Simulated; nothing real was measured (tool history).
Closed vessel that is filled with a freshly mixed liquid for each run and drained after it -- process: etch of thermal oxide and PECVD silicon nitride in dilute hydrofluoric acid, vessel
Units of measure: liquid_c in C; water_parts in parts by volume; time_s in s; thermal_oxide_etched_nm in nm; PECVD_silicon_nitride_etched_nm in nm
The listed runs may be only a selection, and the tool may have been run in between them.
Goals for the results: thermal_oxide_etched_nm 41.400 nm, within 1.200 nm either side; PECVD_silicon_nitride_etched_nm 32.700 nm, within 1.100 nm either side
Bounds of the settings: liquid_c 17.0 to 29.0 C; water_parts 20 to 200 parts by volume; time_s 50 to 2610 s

run	hour	liquid_c	water_parts	time_s	thermal_oxide_etched_nm	PECVD_silicon_nitride_etched_nm
1	0.0	21.0	110	1330	53.331	34.259
2	5.0	22.5	110	1330	56.708	38.803
3	9.6	22.5	110	920	39.486	26.976
4	12.7	23.5	115	925	39.399	26.966
5	20.6	20.5	115	925	34.934	22.365
6	24.0	22.5	120	930	35.997	24.783
7	29.5	24.0	120	935	38.467	27.247
8	37.3	24.0	120	935	38.012	27.568
9	46.3	25.0	120	935	40.236	29.526
10	52.2	25.5	120	940	41.468	30.227

4 next moves are on the table. One of them brings every result within its allowed miss. Which?
A	58.1	25.5	110	860	?	?
B	58.1	28.0	115	820	?	?
C	58.1	24.0	145	1255	?	?
D	58.1	24.5	120	980	?	?

move	thermal_oxide_etched_nm	PECVD_silicon_nitride_etched_nm
A	41.493	30.524
B	41.374	32.678
C	41.570	30.740
D	41.183	29.902
A: nearer the targets than the last run, but a result is still out of spec
B: every result within its allowed miss
C: nearer the targets than the last run, but a result is still out of spec
D: its largest miss is bigger than the last run's
Go with B: it meets all targets.

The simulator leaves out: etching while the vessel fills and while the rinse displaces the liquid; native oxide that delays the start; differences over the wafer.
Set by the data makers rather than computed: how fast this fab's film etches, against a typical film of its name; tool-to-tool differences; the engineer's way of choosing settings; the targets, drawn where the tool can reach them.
